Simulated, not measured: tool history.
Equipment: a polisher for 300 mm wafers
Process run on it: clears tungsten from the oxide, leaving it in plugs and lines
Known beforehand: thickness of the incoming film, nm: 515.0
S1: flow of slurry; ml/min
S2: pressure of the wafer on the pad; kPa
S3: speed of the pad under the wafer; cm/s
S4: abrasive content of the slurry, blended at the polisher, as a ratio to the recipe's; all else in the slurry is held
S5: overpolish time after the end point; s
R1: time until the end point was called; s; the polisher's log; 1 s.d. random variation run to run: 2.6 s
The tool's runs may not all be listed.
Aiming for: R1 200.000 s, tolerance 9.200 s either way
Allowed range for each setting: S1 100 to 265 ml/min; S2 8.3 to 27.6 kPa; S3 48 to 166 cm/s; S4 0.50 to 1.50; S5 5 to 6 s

Run 1, hour 0.0: S1 170 ml/min, S2 17.9 kPa, S3 106 cm/s, S4 1.00, S5 6 s. Result: R1 115.340 s.
Run 2, hour 5.5: S1 170 ml/min, S2 21.4 kPa, S3 106 cm/s, S4 1.00, S5 6 s. Result: R1 98.995 s.
Run 3, hour 9.6: S1 170 ml/min, S2 18.6 kPa, S3 104 cm/s, S4 1.00, S5 6 s. Result: R1 109.660 s.
Run 4, hour 12.8: S1 170 ml/min, S2 16.5 kPa, S3 98 cm/s, S4 1.00, S5 6 s. Result: R1 130.720 s.
Run 5, hour 15.7: S1 150 ml/min, S2 16.5 kPa, S3 98 cm/s, S4 1.00, S5 6 s. Result: R1 138.740 s.
Run 6, hour 18.8: S1 150 ml/min, S2 16.5 kPa, S3 74 cm/s, S4 1.00, S5 6 s. Result: R1 175.870 s.
Run 7, hour 22.6: S1 145 ml/min, S2 15.9 kPa, S3 74 cm/s, S4 1.00, S5 6 s. Result: R1 186.160 s.
Run 8, hour 23.5: S1 140 ml/min, S2 15.9 kPa, S3 74 cm/s, S4 1.00, S5 6 s. Result: R1 184.240 s.

Of the 5 settings listed for the next run, only one would bring every result within its allowed miss of target. Which one?
Run A, hour 24.4: S1 135 ml/min, S2 15.9 kPa, S3 74 cm/s, S4 1.00, S5 6 s. Result: R1 ?.
Run B, hour 24.4: S1 125 ml/min, S2 16.5 kPa, S3 78 cm/s, S4 0.95, S5 5 s. Result: R1 ?.
Run C, hour 24.4: S1 125 ml/min, S2 16.5 kPa, S3 68 cm/s, S4 1.05, S5 6 s. Result: R1 ?.
Run D, hour 24.4: S1 160 ml/min, S2 15.2 kPa, S3 76 cm/s, S4 0.95, S5 6 s. Result: R1 ?.
Run E, hour 24.4: S1 135 ml/min, S2 14.5 kPa, S3 88 cm/s, S4 0.90, S5 5 s. Result: R1 ?.

move       R1
   A  181.830
   B  170.810
   C  190.810
   D  180.690
   E  170.700
A: lands further from the targets than the last run did
B: lands further from the targets than the last run did
C: every result lands within tolerance
D: lands further from the targets than the last run did
E: lands further from the targets than the last run did
The right move is C.
